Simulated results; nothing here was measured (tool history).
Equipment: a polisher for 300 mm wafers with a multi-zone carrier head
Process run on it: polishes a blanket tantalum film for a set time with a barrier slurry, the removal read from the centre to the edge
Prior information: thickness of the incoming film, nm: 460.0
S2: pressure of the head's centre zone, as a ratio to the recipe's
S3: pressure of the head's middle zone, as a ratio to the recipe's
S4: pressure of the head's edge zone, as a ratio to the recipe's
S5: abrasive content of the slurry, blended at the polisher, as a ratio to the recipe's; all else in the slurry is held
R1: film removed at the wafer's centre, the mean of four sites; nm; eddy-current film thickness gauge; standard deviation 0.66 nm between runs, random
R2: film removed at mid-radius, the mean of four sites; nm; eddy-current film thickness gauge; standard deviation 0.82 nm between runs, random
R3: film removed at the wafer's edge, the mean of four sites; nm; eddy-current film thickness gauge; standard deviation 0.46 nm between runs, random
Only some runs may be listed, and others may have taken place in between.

{"run": 1, "hour": 0.0, "flow of slurry (ml/min)": 130, "S2": 1, "S3": 1, "S4": 1, "S5": 1, "polishing time (s)": 73, "R1": 132.85, "R2": 132.03, "R3": 132.19}
{"run": 2, "hour": 4.2, "flow of slurry (ml/min)": 130, "S2": 1, "S3": 1, "S4": 1, "S5": 0.8, "polishing time (s)": 73, "R1": 124.74, "R2": 126, "R3": 123.21}
{"run": 3, "hour": 5.9, "flow of slurry (ml/min)": 125, "S2": 0.97, "S3": 1, "S4": 0.97, "S5": 0.75, "polishing time (s)": 68, "R1": 109.61, "R2": 111.62, "R3": 112.03}
{"run": 4, "hour": 13.7, "flow of slurry (ml/min)": 125, "S2": 0.97, "S3": 1, "S4": 0.97, "S5": 0.75, "polishing time (s)": 82, "R1": 131.8, "R2": 137.65, "R3": 134.15}
{"run": 5, "hour": 19.9, "flow of slurry (ml/min)": 125, "S2": 0.97, "S3": 1, "S4": 0.97, "S5": 0.55, "polishing time (s)": 82, "R1": 121.6, "R2": 129.25, "R3": 125.07}
{"run": 6, "hour": 25.2, "flow of slurry (ml/min)": 125, "S2": 0.97, "S3": 1, "S4": 0.92, "S5": 0.55, "polishing time (s)": 82, "R1": 121.4, "R2": 127.66, "R3": 121.33}

Predict the results of run 7:
{"run": 7, "hour": 32.0, "flow of slurry (ml/min)": 120, "S2": 0.95, "S3": 1.02, "S4": 0.9, "S5": 0.55, "polishing time (s)": 75, "R1": "?", "R2": "?", "R3": "?"}

{"run 7": {"R1": 107.29, "R2": 116.68, "R3": 110.3}}
